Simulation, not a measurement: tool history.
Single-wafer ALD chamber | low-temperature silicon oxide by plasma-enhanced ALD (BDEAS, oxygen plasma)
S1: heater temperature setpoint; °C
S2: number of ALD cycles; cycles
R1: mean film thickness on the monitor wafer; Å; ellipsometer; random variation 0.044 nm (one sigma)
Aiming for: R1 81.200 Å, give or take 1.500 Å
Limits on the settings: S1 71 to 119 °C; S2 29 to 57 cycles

{"run": 1, "hour": 0.0, "S1": 95, "S2": 43, "R1": 71.419}
{"run": 2, "hour": 3.2, "S1": 91, "S2": 44, "R1": 74.096}
{"run": 3, "hour": 6.4, "S1": 91, "S2": 38, "R1": 63.945}
{"run": 4, "hour": 13.6, "S1": 87, "S2": 38, "R1": 64.613}
{"run": 5, "hour": 18.4, "S1": 87, "S2": 44, "R1": 75.361}
{"run": 6, "hour": 26.0, "S1": 87, "S2": 41, "R1": 69.809}
{"run": 7, "hour": 30.3, "S1": 85, "S2": 42, "R1": 72.575}
{"run": 8, "hour": 34.8, "S1": 82, "S2": 43, "R1": 75.197}
{"run": 9, "hour": 41.6, "S1": 80, "S2": 43, "R1": 74.664}
{"run": 10, "hour": 48.7, "S1": 79, "S2": 44, "R1": 76.901}
{"run": 11, "hour": 49.8, "S1": 78, "S2": 44, "R1": 77.818}

4 candidate next runs follow, results not yet known. Just one meets every target within its allowed miss. Identify it.
{"run": "A", "hour": 50.9, "S1": 78, "S2": 43, "R1": "?"}
{"run": "B", "hour": 50.9, "S1": 80, "S2": 43, "R1": "?"}
{"run": "C", "hour": 50.9, "S1": 76, "S2": 42, "R1": "?"}
{"run": "D", "hour": 50.9, "S1": 75, "S2": 46, "R1": "?"}

move=A R1=75.337
move=B R1=74.854
move=C R1=74.057
move=D R1=81.369
A: lands further from the targets than the last run did
B: lands further from the targets than the last run did
C: lands further from the targets than the last run did
D: meets every target
So the answer is move D, the one that meets all the targets.
